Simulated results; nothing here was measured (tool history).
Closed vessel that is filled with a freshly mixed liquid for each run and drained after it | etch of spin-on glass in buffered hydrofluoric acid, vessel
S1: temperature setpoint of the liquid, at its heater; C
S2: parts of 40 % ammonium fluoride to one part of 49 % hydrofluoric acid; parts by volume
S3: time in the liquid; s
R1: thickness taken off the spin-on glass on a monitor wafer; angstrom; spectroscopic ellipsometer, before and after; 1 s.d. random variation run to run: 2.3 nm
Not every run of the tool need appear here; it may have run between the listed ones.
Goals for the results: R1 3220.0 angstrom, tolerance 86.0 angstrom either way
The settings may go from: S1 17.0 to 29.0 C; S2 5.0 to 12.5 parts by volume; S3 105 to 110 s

| run | hour | S1 | S2 | S3 | R1 |
|---|---|---|---|---|---|
| 1 | 0.0 | 21.0 | 7.5 | 105 | 3876.1 |
| 2 | 7.7 | 21.0 | 7.5 | 110 | 4098.4 |
| 3 | 9.6 | 20.0 | 7.5 | 110 | 3849.5 |
| 4 | 14.1 | 19.5 | 7.5 | 110 | 3732.0 |
| 5 | 22.9 | 19.0 | 7.5 | 110 | 3669.6 |
| 6 | 28.5 | 19.0 | 7.5 | 105 | 3454.0 |
| 7 | 36.0 | 18.5 | 7.5 | 105 | 3423.2 |
| 8 | 42.5 | 18.5 | 7.5 | 105 | 3389.4 |

Of the 5 settings listed for the next run, only one would bring every result within its allowed miss of target. Which one?
| A | 49.0 | 17.5 | 7.5 | 105 | ? |
| B | 49.0 | 18.0 | 7.0 | 110 | ? |
| C | 49.0 | 18.0 | 7.5 | 110 | ? |
| D | 49.0 | 19.0 | 7.5 | 105 | ? |
| E | 49.0 | 17.0 | 6.5 | 105 | ? |

| move | R1 |
|---|---|
| A | 3161.3 |
| B | 3670.9 |
| C | 3407.2 |
| D | 3441.4 |
| E | 3530.7 |
A: each result inside its tolerance
B: misses by more than the last run did
C: misses by more than the last run did
D: misses by more than the last run did
E: misses by more than the last run did
The right move is A.
